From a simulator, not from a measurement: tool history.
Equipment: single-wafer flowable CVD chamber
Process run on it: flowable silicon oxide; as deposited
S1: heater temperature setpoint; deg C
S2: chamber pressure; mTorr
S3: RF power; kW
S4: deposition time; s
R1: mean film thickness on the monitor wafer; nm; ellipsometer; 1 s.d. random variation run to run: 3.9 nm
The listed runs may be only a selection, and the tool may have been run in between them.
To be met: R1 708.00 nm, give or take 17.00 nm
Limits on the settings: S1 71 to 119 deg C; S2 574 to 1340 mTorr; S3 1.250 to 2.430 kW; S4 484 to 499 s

| run | hour | S1 | S2 | S3 | S4 | R1 |
|---|---|---|---|---|---|---|
| 1 | 0.0 | 95 | 957 | 1.840 | 484 | 456.29 |
| 2 | 4.2 | 95 | 957 | 1.695 | 484 | 439.82 |
| 3 | 10.9 | 95 | 957 | 1.600 | 484 | 427.55 |
| 4 | 17.1 | 95 | 1091 | 1.600 | 484 | 493.03 |
| 5 | 24.3 | 92 | 1092 | 1.600 | 484 | 537.08 |
| 6 | 25.9 | 102 | 1092 | 1.600 | 484 | 387.88 |
| 7 | 34.9 | 97 | 1094 | 1.600 | 484 | 461.90 |
| 8 | 41.0 | 93 | 1095 | 1.600 | 484 | 519.37 |
| 9 | 49.3 | 90 | 1096 | 1.600 | 484 | 575.68 |
| 10 | 54.0 | 88 | 1097 | 1.600 | 484 | 609.04 |
| 11 | 56.5 | 87 | 1098 | 1.600 | 484 | 629.51 |
| 12 | 58.3 | 86 | 1098 | 1.600 | 484 | 649.19 |
| 13 | 63.8 | 85 | 1098 | 1.600 | 484 | 675.28 |

4 next moves are on the table. One of them brings every result within its allowed miss. Which?
| A | 69.3 | 84 | 1108 | 1.825 | 499 | ? |
| B | 69.3 | 85 | 1172 | 1.705 | 494 | ? |
| C | 69.3 | 81 | 945 | 1.855 | 499 | ? |
| D | 69.3 | 86 | 1155 | 1.930 | 499 | ? |

| move | R1 |
|---|---|
| A | 759.53 |
| B | 749.08 |
| C | 717.28 |
| D | 755.78 |
A: carries the result that was furthest off beyond its target, to the other side
B: carries the result that was furthest off beyond its target, to the other side
C: all results land within tolerance of their targets
D: carries the result that was furthest off beyond its target, to the other side
Answer: C
